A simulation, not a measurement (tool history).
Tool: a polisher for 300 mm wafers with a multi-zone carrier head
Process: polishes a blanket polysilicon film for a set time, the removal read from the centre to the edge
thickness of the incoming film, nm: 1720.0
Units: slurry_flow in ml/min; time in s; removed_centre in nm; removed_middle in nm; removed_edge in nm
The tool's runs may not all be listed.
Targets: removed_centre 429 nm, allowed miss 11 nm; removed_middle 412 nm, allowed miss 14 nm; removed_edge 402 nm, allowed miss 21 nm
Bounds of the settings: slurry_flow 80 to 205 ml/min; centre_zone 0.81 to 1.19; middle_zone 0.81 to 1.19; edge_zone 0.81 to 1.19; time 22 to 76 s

{"run": 1, "hour": 0.0, "slurry_flow": 135, "centre_zone": 1, "middle_zone": 1, "edge_zone": 1, "time": 49, "removed_centre": 286.11, "removed_middle": 282.57, "removed_edge": 278.81}
{"run": 2, "hour": 7.1, "slurry_flow": 115, "centre_zone": 1, "middle_zone": 1, "edge_zone": 1, "time": 49, "removed_centre": 273.98, "removed_middle": 267.65, "removed_edge": 275.06}
{"run": 3, "hour": 12.6, "slurry_flow": 145, "centre_zone": 1, "middle_zone": 1, "edge_zone": 1, "time": 49, "removed_centre": 290.22, "removed_middle": 281.11, "removed_edge": 280.27}
{"run": 4, "hour": 16.3, "slurry_flow": 145, "centre_zone": 1, "middle_zone": 0.95, "edge_zone": 1, "time": 49, "removed_centre": 289.49, "removed_middle": 272.2, "removed_edge": 278.85}
{"run": 5, "hour": 17.2, "slurry_flow": 145, "centre_zone": 0.96, "middle_zone": 0.95, "edge_zone": 1, "time": 49, "removed_centre": 281.61, "removed_middle": 276.31, "removed_edge": 284.96}
{"run": 6, "hour": 22.5, "slurry_flow": 150, "centre_zone": 0.98, "middle_zone": 0.97, "edge_zone": 1.02, "time": 52, "removed_centre": 302.58, "removed_middle": 293.84, "removed_edge": 310.93}
{"run": 7, "hour": 28.6, "slurry_flow": 155, "centre_zone": 1, "middle_zone": 1, "edge_zone": 1.02, "time": 54, "removed_centre": 324.09, "removed_middle": 310.21, "removed_edge": 320.43}
{"run": 8, "hour": 31.2, "slurry_flow": 160, "centre_zone": 1.01, "middle_zone": 1.03, "edge_zone": 1.02, "time": 56, "removed_centre": 345.65, "removed_middle": 342.2, "removed_edge": 331.78}
{"run": 9, "hour": 37.4, "slurry_flow": 185, "centre_zone": 1.08, "middle_zone": 1.06, "edge_zone": 1.12, "time": 62, "removed_centre": 416.93, "removed_middle": 392.11, "removed_edge": 385.33}

4 next moves are on the table. One of them brings every result within its allowed miss. Which?
{"run": "A", "hour": 43.6, "slurry_flow": 205, "centre_zone": 1, "middle_zone": 1.14, "edge_zone": 1.1, "time": 63, "removed_centre": "?", "removed_middle": "?", "removed_edge": "?"}
{"run": "B", "hour": 43.6, "slurry_flow": 165, "centre_zone": 1.06, "middle_zone": 1.07, "edge_zone": 1.07, "time": 66, "removed_centre": "?", "removed_middle": "?", "removed_edge": "?"}
{"run": "C", "hour": 43.6, "slurry_flow": 180, "centre_zone": 1.07, "middle_zone": 1.16, "edge_zone": 1.12, "time": 64, "removed_centre": "?", "removed_middle": "?", "removed_edge": "?"}
{"run": "D", "hour": 43.6, "slurry_flow": 175, "centre_zone": 0.91, "middle_zone": 1.02, "edge_zone": 1.16, "time": 72, "removed_centre": "?", "removed_middle": "?", "removed_edge": "?"}

move=A removed_centre=405.12 removed_middle=433.75 removed_edge=393
move=B removed_centre=432.35 removed_middle=415.33 removed_edge=395.95
move=C removed_centre=430.79 removed_middle=438.19 removed_edge=396.82
move=D removed_centre=409.06 removed_middle=439.88 removed_edge=453.82
A: takes the result that was furthest off past its target
B: meets every target
C: takes the result that was furthest off past its target
D: takes the result that was furthest off past its target
Answer: B

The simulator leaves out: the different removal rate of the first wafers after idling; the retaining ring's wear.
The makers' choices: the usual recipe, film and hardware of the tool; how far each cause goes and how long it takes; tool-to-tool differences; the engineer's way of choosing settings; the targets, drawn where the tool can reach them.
